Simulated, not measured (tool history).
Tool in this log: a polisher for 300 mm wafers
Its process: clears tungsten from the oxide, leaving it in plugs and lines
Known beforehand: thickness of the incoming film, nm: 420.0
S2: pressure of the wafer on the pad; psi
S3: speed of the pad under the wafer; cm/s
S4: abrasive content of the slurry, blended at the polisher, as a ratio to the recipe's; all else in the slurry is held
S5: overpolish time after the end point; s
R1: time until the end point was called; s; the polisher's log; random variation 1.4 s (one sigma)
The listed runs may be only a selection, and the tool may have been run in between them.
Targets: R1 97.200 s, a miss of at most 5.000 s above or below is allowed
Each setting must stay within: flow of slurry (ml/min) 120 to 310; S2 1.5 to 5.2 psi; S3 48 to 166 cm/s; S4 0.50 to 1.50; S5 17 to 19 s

{"run": 1, "hour": 0.0, "flow of slurry (ml/min)": 200, "S2": 3.3, "S3": 106, "S4": 1.0, "S5": 17, "R1": 79.953}
{"run": 2, "hour": 4.5, "flow of slurry (ml/min)": 200, "S2": 3.3, "S3": 106, "S4": 0.9, "S5": 17, "R1": 81.184}
{"run": 3, "hour": 13.3, "flow of slurry (ml/min)": 200, "S2": 3.3, "S3": 132, "S4": 0.9, "S5": 17, "R1": 67.297}
{"run": 4, "hour": 18.1, "flow of slurry (ml/min)": 200, "S2": 3.1, "S3": 132, "S4": 0.9, "S5": 17, "R1": 71.704}
{"run": 5, "hour": 24.5, "flow of slurry (ml/min)": 200, "S2": 3.1, "S3": 132, "S4": 1.0, "S5": 17, "R1": 72.169}
{"run": 6, "hour": 31.0, "flow of slurry (ml/min)": 200, "S2": 3.1, "S3": 132, "S4": 1.0, "S5": 17, "R1": 70.558}
{"run": 7, "hour": 34.7, "flow of slurry (ml/min)": 200, "S2": 3.0, "S3": 132, "S4": 1.0, "S5": 17, "R1": 73.922}
{"run": 8, "hour": 39.2, "flow of slurry (ml/min)": 200, "S2": 2.9, "S3": 132, "S4": 1.0, "S5": 17, "R1": 76.692}
{"run": 9, "hour": 46.0, "flow of slurry (ml/min)": 200, "S2": 2.8, "S3": 132, "S4": 1.0, "S5": 17, "R1": 75.96}
{"run": 10, "hour": 49.1, "flow of slurry (ml/min)": 200, "S2": 2.7, "S3": 132, "S4": 1.0, "S5": 17, "R1": 80.267}
{"hour": 56.6, "done": "worn pad replaced by a new one"}
{"run": 11, "hour": 56.6, "flow of slurry (ml/min)": 200, "S2": 2.6, "S3": 132, "S4": 1.0, "S5": 17, "R1": 80.753}
{"run": 12, "hour": 61.4, "flow of slurry (ml/min)": 200, "S2": 2.6, "S3": 132, "S4": 1.0, "S5": 17, "R1": 78.882}
{"run": 13, "hour": 67.6, "flow of slurry (ml/min)": 200, "S2": 2.5, "S3": 132, "S4": 1.0, "S5": 17, "R1": 84.54}
{"run": 14, "hour": 74.3, "flow of slurry (ml/min)": 200, "S2": 2.4, "S3": 132, "S4": 1.0, "S5": 17, "R1": 83.297}

Which one of the following 5 next-run settings gets every result inside its allowed miss? There is exactly one.
{"run": "A", "hour": 81.0, "flow of slurry (ml/min)": 170, "S2": 2.8, "S3": 100, "S4": 1.05, "S5": 17, "R1": "?"}
{"run": "B", "hour": 81.0, "flow of slurry (ml/min)": 220, "S2": 1.9, "S3": 128, "S4": 1.05, "S5": 17, "R1": "?"}
{"run": "C", "hour": 81.0, "flow of slurry (ml/min)": 195, "S2": 2.0, "S3": 120, "S4": 1.0, "S5": 17, "R1": "?"}
{"run": "D", "hour": 81.0, "flow of slurry (ml/min)": 170, "S2": 2.8, "S3": 122, "S4": 1.0, "S5": 19, "R1": "?"}
{"run": "E", "hour": 81.0, "flow of slurry (ml/min)": 195, "S2": 1.8, "S3": 128, "S4": 1.05, "S5": 17, "R1": "?"}

move=A R1=95.543
move=B R1=107.460
move=C R1=111.060
move=D R1=81.070
move=E R1=115.030
A: meets every target
B: takes the result that was furthest off past its target
C: takes the result that was furthest off past its target
D: the biggest miss grows against the last run
E: takes the result that was furthest off past its target
So the answer is move A, the one that meets all the targets.
